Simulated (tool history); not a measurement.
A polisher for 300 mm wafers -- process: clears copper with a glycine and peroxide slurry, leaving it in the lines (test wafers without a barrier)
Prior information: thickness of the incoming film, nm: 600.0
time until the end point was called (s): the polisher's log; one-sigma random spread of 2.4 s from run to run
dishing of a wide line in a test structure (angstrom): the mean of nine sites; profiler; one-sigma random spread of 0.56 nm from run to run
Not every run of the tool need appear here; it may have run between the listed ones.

run	day	flow of slurry (ml/min)	pressure of the wafer on the pad (kPa)	speed of the pad under the wafer (m/s)	overpolish time after the end point (s)	time until the end point was called (s)	dishing of a wide line in a test structure (angstrom)
1	0.000	230	24.1	0.80	30	106.23	717.89
2	0.358	230	20.7	0.80	30	115.33	689.40
3	0.425	230	23.4	0.80	30	107.34	698.25
4	0.696	230	20.7	0.78	28	118.80	658.55
5	0.817	230	25.5	0.78	28	105.10	698.73
6	0.975	230	22.1	0.76	27	118.35	662.17
7	1.304	230	15.2	0.72	21	142.05	469.53
8	1.596	230	15.2	0.70	24	150.70	516.93

Estimate the outcome of run 9 from the log above:
9	1.883	230	15.2	0.70	25	?	?

Logged for run 9: time until the end point was called (s) 153.89, dishing of a wide line in a test structure (angstrom) 529.72.
